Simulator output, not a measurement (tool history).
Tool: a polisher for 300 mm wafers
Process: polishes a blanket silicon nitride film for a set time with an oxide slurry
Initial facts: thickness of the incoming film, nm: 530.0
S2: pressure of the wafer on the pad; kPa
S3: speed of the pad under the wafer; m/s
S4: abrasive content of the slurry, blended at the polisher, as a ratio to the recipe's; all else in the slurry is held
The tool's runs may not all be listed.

Run 1, hour 0: flow of slurry (ml/min) 160, S2 24.1 kPa, S3 1.2 m/s, S4 1, polishing time (s) 46. Result: film removed (angstrom) 220.36.
Run 2, hour 7.2: flow of slurry (ml/min) 160, S2 20 kPa, S3 1.2 m/s, S4 1, polishing time (s) 46. Result: film removed (angstrom) 195.51.
Run 3, hour 10.3: flow of slurry (ml/min) 160, S2 20 kPa, S3 1.2 m/s, S4 1, polishing time (s) 46. Result: film removed (angstrom) 189.46.
Run 4, hour 13.8: flow of slurry (ml/min) 160, S2 20 kPa, S3 1.2 m/s, S4 0.9, polishing time (s) 46. Result: film removed (angstrom) 177.63.
Run 5, hour 15.1: flow of slurry (ml/min) 160, S2 20 kPa, S3 1 m/s, S4 0.9, polishing time (s) 46. Result: film removed (angstrom) 160.27.
Run 6, hour 20.8: flow of slurry (ml/min) 160, S2 15.9 kPa, S3 1 m/s, S4 0.9, polishing time (s) 46. Result: film removed (angstrom) 142.71.

Run 7 is up next; what results do you expect?
Run 7, hour 28.6: flow of slurry (ml/min) 160, S2 19.3 kPa, S3 1.12 m/s, S4 0.9, polishing time (s) 46. Result: film removed (angstrom) ?.

Run 7 came out at film removed (angstrom) 171.29.
